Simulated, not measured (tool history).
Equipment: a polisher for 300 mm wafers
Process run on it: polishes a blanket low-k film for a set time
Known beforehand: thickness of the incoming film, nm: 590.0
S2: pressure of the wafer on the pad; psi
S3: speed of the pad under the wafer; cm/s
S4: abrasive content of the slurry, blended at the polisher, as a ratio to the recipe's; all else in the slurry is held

{"run": 1, "hour": 0.0, "flow of slurry (ml/min)": 195, "S2": 1.3, "S3": 104, "S4": 1.0, "polishing time (s)": 24, "film removed (angstrom)": 75.434}
{"run": 2, "hour": 0.7, "flow of slurry (ml/min)": 195, "S2": 1.3, "S3": 104, "S4": 1.15, "polishing time (s)": 24, "film removed (angstrom)": 79.871}
{"run": 3, "hour": 3.2, "flow of slurry (ml/min)": 195, "S2": 1.2, "S3": 104, "S4": 1.15, "polishing time (s)": 24, "film removed (angstrom)": 73.938}
{"run": 4, "hour": 12.1, "flow of slurry (ml/min)": 195, "S2": 1.5, "S3": 104, "S4": 1.15, "polishing time (s)": 24, "film removed (angstrom)": 90.217}
{"run": 5, "hour": 15.2, "flow of slurry (ml/min)": 195, "S2": 1.5, "S3": 104, "S4": 1.15, "polishing time (s)": 24, "film removed (angstrom)": 90.93}
{"run": 6, "hour": 20.2, "flow of slurry (ml/min)": 195, "S2": 1.9, "S3": 104, "S4": 1.15, "polishing time (s)": 24, "film removed (angstrom)": 116.12}
{"run": 7, "hour": 28.1, "flow of slurry (ml/min)": 205, "S2": 2.0, "S3": 106, "S4": 1.15, "polishing time (s)": 24, "film removed (angstrom)": 124.51}

Forecast run 8:
{"run": 8, "hour": 36.3, "flow of slurry (ml/min)": 205, "S2": 2.0, "S3": 110, "S4": 1.15, "polishing time (s)": 24, "film removed (angstrom)": "?"}

film removed (angstrom): 128.770

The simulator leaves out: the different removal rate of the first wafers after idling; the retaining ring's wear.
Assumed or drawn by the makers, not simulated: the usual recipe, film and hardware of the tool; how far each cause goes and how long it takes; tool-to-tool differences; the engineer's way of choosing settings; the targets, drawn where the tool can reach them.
